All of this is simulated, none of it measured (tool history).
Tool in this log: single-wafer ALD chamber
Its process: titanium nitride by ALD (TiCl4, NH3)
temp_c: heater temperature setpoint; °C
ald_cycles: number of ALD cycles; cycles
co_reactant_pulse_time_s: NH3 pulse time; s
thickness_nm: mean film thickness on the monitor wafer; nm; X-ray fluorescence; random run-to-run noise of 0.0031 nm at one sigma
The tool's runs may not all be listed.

run    day  temp_c  ald_cycles  co_reactant_pulse_time_s  thickness_nm
  1  0.000     385          68                      2.91        1.5604
  2  0.142     385          70                      2.91        1.6037
  3  0.467     385          68                      2.91        1.5552
  4  0.588     379          68                      2.47        1.5320
  5  0.658     375          68                      2.13        1.5050
  6  0.967     375          68                      1.42        1.3807
  7  1.000     373          68                      1.42        1.3751

Run 8, settings as shown, results not yet in. Your forecast:
  8  1.208     373          68                      1.42             ?

Run 8 measured thickness_nm 1.3722 nm.
